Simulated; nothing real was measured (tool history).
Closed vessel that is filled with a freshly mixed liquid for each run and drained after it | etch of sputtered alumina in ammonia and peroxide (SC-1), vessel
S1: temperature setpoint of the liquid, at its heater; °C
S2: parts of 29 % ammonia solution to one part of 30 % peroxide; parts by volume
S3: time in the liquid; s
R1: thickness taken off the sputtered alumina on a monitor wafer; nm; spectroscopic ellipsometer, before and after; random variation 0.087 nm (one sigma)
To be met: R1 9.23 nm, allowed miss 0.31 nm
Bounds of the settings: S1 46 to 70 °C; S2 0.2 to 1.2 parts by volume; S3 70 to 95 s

run 1 hour=0 | S1=62 S2=0.75 S3=95 | R1=7.1397
run 2 hour=2.9 | S1=59.5 S2=0.75 S3=95 | R1=6.3245
run 3 hour=8.9 | S1=59.5 S2=0.75 S3=70 | R1=4.6341
run 4 hour=17.8 | S1=59.5 S2=0.75 S3=95 | R1=6.2924
run 5 hour=19.9 | S1=59.5 S2=1.05 S3=95 | R1=6.464
run 6 hour=24.4 | S1=59.5 S2=1.05 S3=70 | R1=4.747
run 7 hour=29.4 | S1=62 S2=1.05 S3=75 | R1=5.7018
run 8 hour=37.2 | S1=64 S2=1.05 S3=80 | R1=6.7114
run 9 hour=45.6 | S1=65.5 S2=1.05 S3=80 | R1=7.3767

Which of these 5 next moves meets every target?
run A hour=54 | S1=68 S2=1.2 S3=80 | R1=?
run B hour=54 | S1=70 S2=1.1 S3=85 | R1=?
run C hour=54 | S1=66 S2=1.15 S3=90 | R1=?
run D hour=54 | S1=70 S2=1.2 S3=75 | R1=?
run E hour=54 | S1=70 S2=1.15 S3=80 | R1=?

move=A R1=8.4861
move=B R1=9.8492
move=C R1=8.6225
move=D R1=8.7619
move=E R1=9.3087
A: nearer than the last run, and not there yet
B: takes the result that was furthest off past its target
C: nearer than the last run, and not there yet
D: nearer than the last run, and not there yet
E: meets every target
Move E is the one to make.
